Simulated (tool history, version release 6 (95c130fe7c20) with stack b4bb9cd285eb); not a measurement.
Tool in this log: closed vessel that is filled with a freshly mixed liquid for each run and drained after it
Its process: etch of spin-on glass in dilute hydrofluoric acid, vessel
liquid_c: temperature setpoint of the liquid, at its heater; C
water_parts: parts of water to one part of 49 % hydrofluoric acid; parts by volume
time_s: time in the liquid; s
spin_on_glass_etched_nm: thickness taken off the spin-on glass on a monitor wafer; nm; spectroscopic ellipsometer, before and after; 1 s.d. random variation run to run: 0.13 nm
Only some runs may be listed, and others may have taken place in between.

run	hour	liquid_c	water_parts	time_s	spin_on_glass_etched_nm
1	0.0	25.0	175	100	20.622
2	5.3	25.0	225	100	15.267
3	11.8	26.5	215	100	17.181
4	16.6	25.0	215	100	16.057
5	23.1	26.5	205	100	18.158
6	29.7	27.5	195	100	19.739
7	38.0	31.5	140	100	34.432

Estimate the outcome of run 8 from the log above:
8	43.7	31.0	140	100	?

Run 8 measured spin_on_glass_etched_nm 33.462 nm.
